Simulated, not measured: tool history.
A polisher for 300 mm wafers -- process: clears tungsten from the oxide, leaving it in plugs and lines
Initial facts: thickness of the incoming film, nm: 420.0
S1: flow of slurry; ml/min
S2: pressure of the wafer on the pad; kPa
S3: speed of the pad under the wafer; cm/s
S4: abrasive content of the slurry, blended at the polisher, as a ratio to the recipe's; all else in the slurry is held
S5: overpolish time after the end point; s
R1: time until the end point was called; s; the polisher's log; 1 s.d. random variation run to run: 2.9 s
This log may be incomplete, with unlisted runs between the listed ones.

run 1 day=0.000 | S1=270 S2=20.7 S3=140 S4=1.0 S5=13 | R1=106.28
run 2 day=0.262 | S1=295 S2=20.7 S3=140 S4=1.0 S5=13 | R1=102.83
run 3 day=0.408 | S1=260 S2=20.7 S3=140 S4=1.0 S5=13 | R1=104.64
run 4 day=0.725 | S1=260 S2=20.0 S3=140 S4=1.0 S5=13 | R1=108.53
run 5 day=0.762 | S1=315 S2=20.0 S3=140 S4=1.0 S5=13 | R1=105.07
run 6 day=1.021 | S1=315 S2=20.0 S3=140 S4=0.8 S5=13 | R1=115.87
run 7 day=1.162 | S1=315 S2=19.3 S3=140 S4=0.8 S5=13 | R1=116.83
run 8 day=1.188 | S1=315 S2=18.6 S3=140 S4=0.8 S5=13 | R1=122.31

Estimate the outcome of run 9 from the log above:
run 9 day=1.333 | S1=315 S2=18.6 S3=140 S4=0.8 S5=13 | R1=?

Logged for run 9: R1 122.50 s.
